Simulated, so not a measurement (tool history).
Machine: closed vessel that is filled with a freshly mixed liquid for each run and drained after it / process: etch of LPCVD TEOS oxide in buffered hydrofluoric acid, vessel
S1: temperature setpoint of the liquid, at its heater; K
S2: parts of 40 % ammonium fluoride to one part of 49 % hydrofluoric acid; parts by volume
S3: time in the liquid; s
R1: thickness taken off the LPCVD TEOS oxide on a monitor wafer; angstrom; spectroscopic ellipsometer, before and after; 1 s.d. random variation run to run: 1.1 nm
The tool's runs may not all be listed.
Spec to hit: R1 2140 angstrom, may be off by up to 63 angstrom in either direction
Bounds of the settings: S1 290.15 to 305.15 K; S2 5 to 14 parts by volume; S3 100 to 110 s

{"run": 1, "hour": 0.0, "S1": 297.15, "S2": 8.5, "S3": 100, "R1": 3230.5}
{"run": 2, "hour": 1.3, "S1": 297.15, "S2": 8.5, "S3": 110, "R1": 3563.2}
{"run": 3, "hour": 7.9, "S1": 295.15, "S2": 9, "S3": 110, "R1": 2990.2}
{"run": 4, "hour": 14.5, "S1": 295.15, "S2": 9, "S3": 110, "R1": 2994.4}
{"run": 5, "hour": 20.0, "S1": 295.15, "S2": 6.5, "S3": 110, "R1": 4197.2}
{"run": 6, "hour": 23.4, "S1": 293.15, "S2": 6.5, "S3": 110, "R1": 3759.6}
{"run": 7, "hour": 32.0, "S1": 292.15, "S2": 7.5, "S3": 110, "R1": 3094.4}
{"run": 8, "hour": 34.9, "S1": 291.65, "S2": 8, "S3": 110, "R1": 2785.7}
{"run": 9, "hour": 43.3, "S1": 291.15, "S2": 8.5, "S3": 110, "R1": 2531.3}
{"run": 10, "hour": 44.5, "S1": 290.65, "S2": 8.5, "S3": 110, "R1": 2468.1}

Exactly one of the 5 candidate moves below puts every result within its allowed miss. Which one?
{"run": "A", "hour": 45.7, "S1": 290.15, "S2": 10, "S3": 110, "R1": "?"}
{"run": "B", "hour": 45.7, "S1": 292.65, "S2": 11.5, "S3": 105, "R1": "?"}
{"run": "C", "hour": 45.7, "S1": 290.15, "S2": 7.5, "S3": 100, "R1": "?"}
{"run": "D", "hour": 45.7, "S1": 292.15, "S2": 8, "S3": 100, "R1": "?"}
{"run": "E", "hour": 45.7, "S1": 292.15, "S2": 8, "S3": 110, "R1": "?"}

move=A R1=2102.9
move=B R1=2018.1
move=C R1=2489.8
move=D R1=2600.6
move=E R1=2860.6
A: meets every target
B: the result that was furthest off in the last run now lies on the other side of its target
C: the biggest miss grows against the last run
D: the biggest miss grows against the last run
E: the biggest miss grows against the last run
Move A is the one to make.
